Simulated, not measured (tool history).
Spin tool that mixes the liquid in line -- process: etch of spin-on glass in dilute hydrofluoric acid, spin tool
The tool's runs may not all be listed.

run  hour  temperature setpoint of the liquid (K)  parts of water to one part of 49 % hydrofluoric acid (parts by volume)  time under the liquid (s)  thickness taken off the spin-on glass on a monitor wafer (angstrom)
  1   0.0                                  294.15                                                                      70                        135                                                               495.27
  2   7.8                                  294.15                                                                      95                        135                                                               357.93
  3  13.3                                  296.15                                                                      85                        135                                                               437.80
  4  21.4                                  296.15                                                                     100                        135                                                               363.02
  5  30.3                                  296.15                                                                     100                        135                                                               363.50
  6  36.0                                  296.15                                                                     120                        135                                                               297.88
  7  41.9                                  297.65                                                                     100                        135                                                               386.43
  8  45.6                                  298.65                                                                      85                        135                                                               477.86
  9  46.9                                  299.65                                                                      75                        135                                                               572.87
 10  53.7                                  300.15                                                                      70                        135                                                               633.17
 11  56.2                                  300.65                                                                      65                        135                                                               696.25

Run 12 has not been measured yet. What should we expect?
 12  59.2                                  301.15                                                                      60                        135                                                                    ?

thickness taken off the spin-on glass on a monitor wafer (angstrom): 780.52
